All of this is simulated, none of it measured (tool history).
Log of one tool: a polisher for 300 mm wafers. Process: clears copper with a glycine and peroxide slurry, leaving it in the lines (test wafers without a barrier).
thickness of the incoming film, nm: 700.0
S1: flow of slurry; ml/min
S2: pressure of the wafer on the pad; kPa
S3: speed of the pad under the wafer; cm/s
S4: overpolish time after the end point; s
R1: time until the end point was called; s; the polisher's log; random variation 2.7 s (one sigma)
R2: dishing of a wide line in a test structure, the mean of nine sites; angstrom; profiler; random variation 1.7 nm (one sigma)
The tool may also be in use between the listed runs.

run,hour,S1,S2,S3,S4,R1,R2
1,0.0,275,22.1,78,22,126.92,803.10
2,0.8,275,17.9,74,25,157.93,756.32
3,9.2,225,17.9,74,25,157.72,760.27
4,11.8,225,17.9,64,25,178.25,701.51
5,17.1,225,22.1,64,25,150.38,781.95
6,23.9,275,22.1,64,25,152.26,825.07

The next listed run, before its measurement:
7,31.0,275,19.3,62,26,?,?

{"run 7": {"R1": 175.31, "R2": 759.46}}
